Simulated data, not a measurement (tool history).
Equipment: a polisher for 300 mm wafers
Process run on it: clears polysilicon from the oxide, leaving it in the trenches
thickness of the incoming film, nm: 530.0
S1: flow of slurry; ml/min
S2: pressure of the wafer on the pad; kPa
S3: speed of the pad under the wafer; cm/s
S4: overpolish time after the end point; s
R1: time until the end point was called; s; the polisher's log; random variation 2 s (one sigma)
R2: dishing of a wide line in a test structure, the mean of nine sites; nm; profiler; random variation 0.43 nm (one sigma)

run,hour,S1,S2,S3,S4,R1,R2
1,0.0,150,14.5,96,9,56.969,51.721
2,1.2,115,14.5,96,9,59.941,48.755
3,7.2,115,14.5,96,6,60.837,38.156
4,8.8,115,14.5,110,6,51.996,41.196
# hour 9.6: head pressure recalibrated
5,9.6,150,14.5,110,6,51.194,41.672
6,11.5,150,15.9,110,6,50.208,42.551

The next listed run, before its measurement:
7,18.5,135,11.7,82,10,?,?

R1: 84.018 s
R2: 43.033 nm
